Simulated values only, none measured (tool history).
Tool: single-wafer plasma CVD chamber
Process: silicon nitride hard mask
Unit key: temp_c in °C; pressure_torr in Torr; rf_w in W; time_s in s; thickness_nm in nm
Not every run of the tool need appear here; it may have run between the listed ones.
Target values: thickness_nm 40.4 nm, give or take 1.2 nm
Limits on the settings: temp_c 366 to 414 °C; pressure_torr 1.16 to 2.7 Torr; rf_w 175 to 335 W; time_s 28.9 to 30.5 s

run	hour	temp_c	pressure_torr	rf_w	time_s	thickness_nm
1	0	390	1.93	255	30.5	33.204
2	2.2	390	1.93	255	28.9	31.523
3	8.6	390	1.97	260	29	32.125
4	13.7	381	1.97	260	29	32.315
5	15.2	381	1.97	260	28.9	32.097
6	19.9	381	2	265	29	32.887
7	21.5	381	2.03	270	29.1	33.575
8	22.1	381	2.06	275	29.2	34.167
9	25.9	381	2.09	280	29.3	34.951
10	30.3	381	2.12	285	29.4	35.587
11	36.9	381	2.12	285	29.4	35.611
12	39.5	381	2.15	290	29.5	36.422
13	47.1	381	2.18	295	29.5	36.712
14	50.3	381	2.2	300	29.6	37.484
15	57.5	381	2.22	300	29.6	37.626
16	60.3	381	2.24	300	29.6	37.838
17	67.8	381	2.26	300	29.6	37.859
18	75.3	381	2.28	300	29.6	37.877
19	76.3	381	2.29	300	29.6	37.909
20	78.6	381	2.3	300	29.6	37.98
21	82.2	381	2.31	300	29.6	38.108

Consider the 4 candidate settings below. Which is the only one whose results all fall within their allowed miss of target?
A	85.8	383	2.06	285	28.9	?
B	85.8	374	2.48	290	28.9	?
C	85.8	379	2.28	300	28.9	?
D	85.8	379	2.29	310	30.5	?

move	thickness_nm
A	34.709
B	37.129
C	37.063
D	39.989
A: lands further from the targets than the last run did
B: lands further from the targets than the last run did
C: lands further from the targets than the last run did
D: meets every target
Move D is the one to make.
